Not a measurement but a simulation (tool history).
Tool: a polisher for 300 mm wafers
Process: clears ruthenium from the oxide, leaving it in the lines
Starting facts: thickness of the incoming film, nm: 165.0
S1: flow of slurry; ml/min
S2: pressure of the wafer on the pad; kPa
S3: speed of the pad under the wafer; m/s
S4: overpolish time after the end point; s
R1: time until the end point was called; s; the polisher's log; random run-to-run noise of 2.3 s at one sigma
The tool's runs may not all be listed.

Run 1, hour 0.0: S1 260 ml/min, S2 11.7 kPa, S3 1.10 m/s, S4 47 s. Result: R1 167.87 s.
Run 2, hour 3.9: S1 260 ml/min, S2 11.0 kPa, S3 1.10 m/s, S4 47 s. Result: R1 177.69 s.
Run 3, hour 5.6: S1 260 ml/min, S2 9.7 kPa, S3 1.10 m/s, S4 47 s. Result: R1 195.37 s.
Run 4, hour 14.3: S1 300 ml/min, S2 9.7 kPa, S3 1.10 m/s, S4 47 s. Result: R1 196.46 s.
Run 5, hour 19.5: S1 300 ml/min, S2 11.0 kPa, S3 1.10 m/s, S4 47 s. Result: R1 174.32 s.
Run 6, hour 22.0: S1 300 ml/min, S2 11.0 kPa, S3 1.36 m/s, S4 47 s. Result: R1 141.81 s.
Run 7, hour 31.1: S1 300 ml/min, S2 9.7 kPa, S3 1.34 m/s, S4 47 s. Result: R1 159.37 s.

Forecast run 8:
Run 8, hour 33.8: S1 300 ml/min, S2 9.0 kPa, S3 1.32 m/s, S4 47 s. Result: R1 ?.

{"run 8": {"R1": 169.76}}
